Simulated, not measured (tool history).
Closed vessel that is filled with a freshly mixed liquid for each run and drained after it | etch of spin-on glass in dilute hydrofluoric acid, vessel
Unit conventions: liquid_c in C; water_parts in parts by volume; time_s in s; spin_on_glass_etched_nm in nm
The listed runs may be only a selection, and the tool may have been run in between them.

| run | hour | liquid_c | water_parts | time_s | spin_on_glass_etched_nm |
|---|---|---|---|---|---|
| 1 | 0.0 | 25.0 | 115 | 30 | 13.108 |
| 2 | 5.6 | 26.0 | 100 | 30 | 15.973 |
| 3 | 13.0 | 27.0 | 90 | 30 | 18.586 |
| 4 | 19.9 | 25.5 | 90 | 30 | 17.256 |
| 5 | 27.2 | 24.0 | 90 | 30 | 16.579 |
|  | 28.8 | hydrofluoric acid flow meter replaced |
| 6 | 28.8 | 24.0 | 90 | 30 | 14.882 |
| 7 | 31.3 | 28.0 | 40 | 30 | 41.676 |

The next listed run, before its measurement:
| 8 | 39.5 | 28.5 | 40 | 30 | ? |

{"run 8": {"spin_on_glass_etched_nm": 42.143}}
